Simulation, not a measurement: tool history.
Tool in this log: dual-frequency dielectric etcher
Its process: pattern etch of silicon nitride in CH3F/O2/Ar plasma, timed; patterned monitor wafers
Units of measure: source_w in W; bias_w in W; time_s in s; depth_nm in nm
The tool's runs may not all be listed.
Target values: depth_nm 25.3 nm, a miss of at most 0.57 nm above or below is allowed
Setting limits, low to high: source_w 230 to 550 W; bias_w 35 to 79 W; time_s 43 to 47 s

run 1 hour=0 | source_w=390 bias_w=57 time_s=47 | depth_nm=30.73
run 2 hour=7.9 | source_w=420 bias_w=57 time_s=47 | depth_nm=31.1
run 3 hour=14.1 | source_w=420 bias_w=57 time_s=47 | depth_nm=31.065
run 4 hour=15.4 | source_w=420 bias_w=57 time_s=43 | depth_nm=28.609
run 5 hour=17.2 | source_w=390 bias_w=57 time_s=43 | depth_nm=28.103
run 6 hour=18.3 | source_w=360 bias_w=55 time_s=43 | depth_nm=26.978
run 7 hour=26.4 | source_w=360 bias_w=55 time_s=43 | depth_nm=27.199
run 8 hour=27.3 | source_w=340 bias_w=54 time_s=43 | depth_nm=26.58

Pick the move, out of 4, that brings all results within their allowed miss; only one does.
run A hour=28.2 | source_w=370 bias_w=49 time_s=45.5 | depth_nm=?
run B hour=28.2 | source_w=290 bias_w=36 time_s=46 | depth_nm=?
run C hour=28.2 | source_w=290 bias_w=52 time_s=43 | depth_nm=?
run D hour=28.2 | source_w=290 bias_w=43 time_s=43 | depth_nm=?

move=A depth_nm=27.614
move=B depth_nm=23.53
move=C depth_nm=24.978
move=D depth_nm=23.363
A: lands further from the targets than the last run did
B: carries the result that was furthest off beyond its target, to the other side
C: each result inside its tolerance
D: carries the result that was furthest off beyond its target, to the other side
Move C is the one to make.
